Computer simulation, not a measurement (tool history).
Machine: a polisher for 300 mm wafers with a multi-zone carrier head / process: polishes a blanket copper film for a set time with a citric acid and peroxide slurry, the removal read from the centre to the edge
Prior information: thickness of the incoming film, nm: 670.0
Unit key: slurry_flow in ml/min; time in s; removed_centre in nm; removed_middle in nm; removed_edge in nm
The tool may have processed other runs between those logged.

| run | hour | slurry_flow | centre_zone | middle_zone | edge_zone | slurry_solids | time | removed_centre | removed_middle | removed_edge |
|---|---|---|---|---|---|---|---|---|---|---|
| 1 | 0.0 | 150 | 1.00 | 1.00 | 1.00 | 1.00 | 72 | 119.280 | 116.710 | 118.200 |
| 2 | 4.9 | 150 | 1.00 | 1.00 | 0.96 | 1.00 | 72 | 118.960 | 122.240 | 117.670 |
| 3 | 7.4 | 150 | 1.00 | 1.00 | 0.96 | 1.00 | 86 | 141.890 | 140.540 | 139.380 |
| 4 | 10.5 | 145 | 0.96 | 0.99 | 0.94 | 0.85 | 79 | 120.840 | 123.600 | 124.240 |
| 5 | 17.5 | 145 | 0.96 | 0.99 | 0.94 | 1.05 | 79 | 124.980 | 132.330 | 127.800 |
| 6 | 25.4 | 140 | 0.94 | 0.99 | 0.92 | 0.95 | 73 | 110.940 | 119.260 | 114.130 |
| 7 | 29.4 | 135 | 0.91 | 0.99 | 0.90 | 0.85 | 70 | 99.789 | 111.110 | 106.870 |
| 8 | 36.0 | 130 | 0.90 | 0.99 | 0.88 | 0.75 | 68 | 94.250 | 102.040 | 98.546 |
| 9 | 41.4 | 125 | 0.88 | 0.99 | 0.87 | 0.70 | 68 | 89.255 | 102.620 | 96.123 |
| 10 | 47.1 | 120 | 0.87 | 0.98 | 0.86 | 0.65 | 68 | 88.139 | 99.215 | 94.064 |

Run 11 has not been measured yet. What should we expect?
| 11 | 53.4 | 105 | 0.81 | 0.98 | 0.85 | 0.55 | 67 | ? | ? | ? |

For run 11 the tool returned removed_centre 75.789 nm, removed_middle 91.563 nm, removed_edge 87.904 nm.
